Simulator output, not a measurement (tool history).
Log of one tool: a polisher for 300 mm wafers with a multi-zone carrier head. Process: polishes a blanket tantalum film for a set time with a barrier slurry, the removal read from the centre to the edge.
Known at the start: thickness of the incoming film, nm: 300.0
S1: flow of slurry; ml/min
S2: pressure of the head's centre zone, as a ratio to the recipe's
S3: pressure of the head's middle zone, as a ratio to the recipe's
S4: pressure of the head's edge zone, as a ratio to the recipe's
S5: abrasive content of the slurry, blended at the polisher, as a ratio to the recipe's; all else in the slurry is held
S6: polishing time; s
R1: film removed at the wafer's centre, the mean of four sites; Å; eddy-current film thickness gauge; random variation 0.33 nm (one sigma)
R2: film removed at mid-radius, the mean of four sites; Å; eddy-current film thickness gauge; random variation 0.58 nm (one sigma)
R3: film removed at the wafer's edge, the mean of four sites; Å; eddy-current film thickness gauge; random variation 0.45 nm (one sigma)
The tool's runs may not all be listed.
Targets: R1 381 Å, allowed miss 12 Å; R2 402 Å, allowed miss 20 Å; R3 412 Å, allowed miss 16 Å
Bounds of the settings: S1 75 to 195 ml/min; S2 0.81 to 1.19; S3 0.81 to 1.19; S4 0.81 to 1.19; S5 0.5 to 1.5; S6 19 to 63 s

run,hour,S1,S2,S3,S4,S5,S6,R1,R2,R3
1,0,125,1,1,1,1,41,726.2,703.13,704.49
2,5.8,125,1,1,1,1.15,41,741.98,729.81,742.84
3,10.1,125,1,0.93,1,1.15,41,759.7,672.87,750.95
4,12,125,1,0.93,1,1.3,41,758.11,688.19,756.42
5,19.7,120,0.97,0.93,0.98,1.2,38,668.8,620.03,675.54
6,23.1,120,0.97,0.93,0.92,1.2,38,677.24,621.31,656.65
7,23.7,115,0.94,0.93,0.91,1.1,36,610.4,576.29,610.84
8,28,90,0.84,0.97,0.84,0.85,25,324.81,358.41,377.18

4 next moves are on the table. One of them brings every result within its allowed miss. Which?
A,32.3,80,0.88,0.82,0.85,0.75,27,?,?,?
B,32.3,95,0.91,1.05,0.81,0.85,25,?,?,?
C,32.3,80,0.92,1,0.87,0.95,28,?,?,?
D,32.3,110,0.83,0.99,0.83,0.75,22,?,?,?

move,R1,R2,R3
A,335.17,315.3,376.64
B,357.66,394.79,368.83
C,384.75,407.48,414.68
D,293.54,336.2,327.61
A: nearer than the last run, and not there yet
B: nearer than the last run, and not there yet
C: meets every target
D: further off than the last run
Move C is the one to make.

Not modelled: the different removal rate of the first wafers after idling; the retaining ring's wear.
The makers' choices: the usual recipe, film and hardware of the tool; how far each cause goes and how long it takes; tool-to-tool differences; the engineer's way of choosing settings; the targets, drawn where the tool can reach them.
